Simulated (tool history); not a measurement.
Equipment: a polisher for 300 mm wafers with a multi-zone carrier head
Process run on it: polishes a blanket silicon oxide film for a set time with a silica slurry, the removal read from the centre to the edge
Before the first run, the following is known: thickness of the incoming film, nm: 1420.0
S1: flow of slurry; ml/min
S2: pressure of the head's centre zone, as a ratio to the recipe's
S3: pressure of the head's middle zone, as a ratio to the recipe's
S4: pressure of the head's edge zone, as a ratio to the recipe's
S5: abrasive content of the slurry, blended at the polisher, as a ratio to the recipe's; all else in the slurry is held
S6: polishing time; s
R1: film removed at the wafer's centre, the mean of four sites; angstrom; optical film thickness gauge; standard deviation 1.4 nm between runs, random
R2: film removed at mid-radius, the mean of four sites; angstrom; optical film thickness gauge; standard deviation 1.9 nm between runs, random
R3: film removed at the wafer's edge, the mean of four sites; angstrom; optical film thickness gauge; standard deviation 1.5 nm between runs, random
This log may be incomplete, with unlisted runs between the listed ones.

Run 1, hour 0.0: S1 295 ml/min, S2 1.00, S3 1.00, S4 1.00, S5 1.00, S6 50 s. Result: R1 1198.5 angstrom, R2 1142.1 angstrom, R3 1199.7 angstrom.
Run 2, hour 3.2: S1 295 ml/min, S2 1.00, S3 0.96, S4 1.00, S5 1.00, S6 50 s. Result: R1 1202.9 angstrom, R2 1115.7 angstrom, R3 1212.1 angstrom.
Run 3, hour 6.3: S1 305 ml/min, S2 1.01, S3 1.00, S4 1.01, S5 1.10, S6 51 s. Result: R1 1313.3 angstrom, R2 1269.5 angstrom, R3 1295.0 angstrom.
Run 4, hour 9.6: S1 305 ml/min, S2 1.01, S3 1.00, S4 1.01, S5 1.10, S6 62 s. Result: R1 1599.7 angstrom, R2 1524.1 angstrom, R3 1553.2 angstrom.
Run 5, hour 12.0: S1 305 ml/min, S2 1.01, S3 1.00, S4 1.01, S5 1.00, S6 62 s. Result: R1 1516.2 angstrom, R2 1459.2 angstrom, R3 1477.1 angstrom.
Run 6, hour 14.9: S1 305 ml/min, S2 1.01, S3 0.96, S4 1.01, S5 1.00, S6 62 s. Result: R1 1490.6 angstrom, R2 1385.8 angstrom, R3 1473.7 angstrom.
Run 7, hour 17.1: S1 310 ml/min, S2 1.02, S3 0.99, S4 1.04, S5 1.05, S6 62 s. Result: R1 1545.1 angstrom, R2 1479.5 angstrom, R3 1569.6 angstrom.

The next listed run, before its measurement:
Run 8, hour 19.0: S1 320 ml/min, S2 1.04, S3 1.02, S4 1.05, S5 1.05, S6 62 s. Result: R1 ?, R2 ?, R3 ?.

{"run 8": {"R1": 1607.8, "R2": 1506.5, "R3": 1571.2}}
